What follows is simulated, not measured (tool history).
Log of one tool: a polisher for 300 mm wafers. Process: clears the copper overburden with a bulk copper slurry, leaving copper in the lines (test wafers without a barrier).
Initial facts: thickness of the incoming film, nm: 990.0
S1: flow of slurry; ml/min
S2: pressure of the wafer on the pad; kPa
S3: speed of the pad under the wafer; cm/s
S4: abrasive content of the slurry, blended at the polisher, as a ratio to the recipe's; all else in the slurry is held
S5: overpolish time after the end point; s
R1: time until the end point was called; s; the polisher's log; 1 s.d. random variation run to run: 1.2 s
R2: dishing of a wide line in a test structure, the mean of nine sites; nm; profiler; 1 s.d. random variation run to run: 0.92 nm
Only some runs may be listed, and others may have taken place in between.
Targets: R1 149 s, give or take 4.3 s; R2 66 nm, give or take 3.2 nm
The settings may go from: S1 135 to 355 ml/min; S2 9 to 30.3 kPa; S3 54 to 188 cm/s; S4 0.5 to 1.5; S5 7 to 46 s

| run | hour | S1 | S2 | S3 | S4 | S5 | R1 | R2 |
|---|---|---|---|---|---|---|---|---|
| 1 | 0 | 225 | 19.3 | 120 | 1 | 24 | 101.8 | 82.855 |
| 2 | 3.5 | 190 | 19.3 | 120 | 1 | 24 | 103.03 | 82.776 |
| 3 | 7.5 | 190 | 18.6 | 120 | 1 | 23 | 108.97 | 78.621 |
| 4 | 14.1 | 190 | 13.8 | 120 | 1 | 23 | 141.69 | 67.041 |
| 5 | 19.6 | 190 | 13.8 | 148 | 1 | 23 | 119.63 | 70.95 |
| 6 | 25.4 | 190 | 13.1 | 148 | 1 | 24 | 127.6 | 70.784 |
| 7 | 33.2 | 180 | 10.3 | 148 | 1 | 23 | 158.17 | 60.492 |
| 8 | 38.8 | 185 | 10.3 | 148 | 1 | 24 | 159.54 | 63.157 |
| 9 | 44.9 | 190 | 10.3 | 148 | 1 | 24 | 156.13 | 61.585 |

Below are 5 possible settings for the next run. Only one of them brings all results inside the allowed miss of their targets. Which is it?
| A | 51 | 205 | 11 | 130 | 1.05 | 19 | ? | ? |
| B | 51 | 200 | 10.3 | 152 | 1.1 | 28 | ? | ? |
| C | 51 | 200 | 9 | 150 | 1.1 | 20 | ? | ? |
| D | 51 | 190 | 10.3 | 152 | 1 | 19 | ? | ? |
| E | 51 | 195 | 11 | 136 | 0.85 | 20 | ? | ? |

| move | R1 | R2 |
|---|---|---|
| A | 164.74 | 57.039 |
| B | 150.48 | 66.654 |
| C | 174.34 | 54.546 |
| D | 154.5 | 57.919 |
| E | 165.67 | 58.221 |
A: misses by more than the last run did
B: in spec on every target
C: misses by more than the last run did
D: misses by more than the last run did
E: misses by more than the last run did
So the answer is move B, the one that meets all the targets.
